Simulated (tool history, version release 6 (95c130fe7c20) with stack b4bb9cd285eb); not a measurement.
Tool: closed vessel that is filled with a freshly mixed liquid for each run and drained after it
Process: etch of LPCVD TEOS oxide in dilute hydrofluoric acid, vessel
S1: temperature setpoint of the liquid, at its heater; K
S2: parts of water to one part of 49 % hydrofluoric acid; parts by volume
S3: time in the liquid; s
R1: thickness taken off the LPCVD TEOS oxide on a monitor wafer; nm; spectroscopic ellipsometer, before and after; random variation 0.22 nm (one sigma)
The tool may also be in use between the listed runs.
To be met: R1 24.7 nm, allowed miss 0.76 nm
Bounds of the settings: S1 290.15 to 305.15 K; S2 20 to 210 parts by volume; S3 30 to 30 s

{"run": 1, "hour": 0.0, "S1": 297.15, "S2": 115, "S3": 30, "R1": 10.236}
{"run": 2, "hour": 3.6, "S1": 297.15, "S2": 90, "S3": 30, "R1": 13.556}
{"run": 3, "hour": 10.1, "S1": 298.15, "S2": 85, "S3": 30, "R1": 15.242}
{"run": 4, "hour": 15.1, "S1": 299.15, "S2": 85, "S3": 30, "R1": 15.602}
{"run": 5, "hour": 16.6, "S1": 299.65, "S2": 80, "S3": 30, "R1": 17.103}
{"run": 6, "hour": 22.0, "S1": 300.15, "S2": 80, "S3": 30, "R1": 17.316}
{"run": 7, "hour": 27.6, "S1": 300.65, "S2": 80, "S3": 30, "R1": 17.606}
{"run": 8, "hour": 36.0, "S1": 301.15, "S2": 80, "S3": 30, "R1": 18.059}
{"run": 9, "hour": 36.9, "S1": 301.65, "S2": 80, "S3": 30, "R1": 18.748}
{"run": 10, "hour": 41.2, "S1": 302.15, "S2": 80, "S3": 30, "R1": 18.859}
{"run": 11, "hour": 45.4, "S1": 305.15, "S2": 60, "S3": 30, "R1": 28.981}
{"run": 12, "hour": 52.8, "S1": 304.65, "S2": 60, "S3": 30, "R1": 28.809}
{"run": 13, "hour": 55.1, "S1": 304.15, "S2": 60, "S3": 30, "R1": 27.855}
{"run": 14, "hour": 62.7, "S1": 303.65, "S2": 60, "S3": 30, "R1": 27.45}
{"run": 15, "hour": 70.6, "S1": 303.15, "S2": 60, "S3": 30, "R1": 26.413}
{"run": 16, "hour": 73.8, "S1": 302.15, "S2": 60, "S3": 30, "R1": 25.764}

4 next moves are on the table. One of them brings every result within its allowed miss. Which?
{"run": "A", "hour": 77.0, "S1": 304.15, "S2": 70, "S3": 30, "R1": "?"}
{"run": "B", "hour": 77.0, "S1": 302.15, "S2": 65, "S3": 30, "R1": "?"}
{"run": "C", "hour": 77.0, "S1": 298.65, "S2": 55, "S3": 30, "R1": "?"}
{"run": "D", "hour": 77.0, "S1": 303.65, "S2": 70, "S3": 30, "R1": "?"}

move=A R1=23.512
move=B R1=23.615
move=C R1=24.629
move=D R1=23.067
A: takes the result that was furthest off past its target
B: takes the result that was furthest off past its target
C: meets every target
D: takes the result that was furthest off past its target
Answer: C
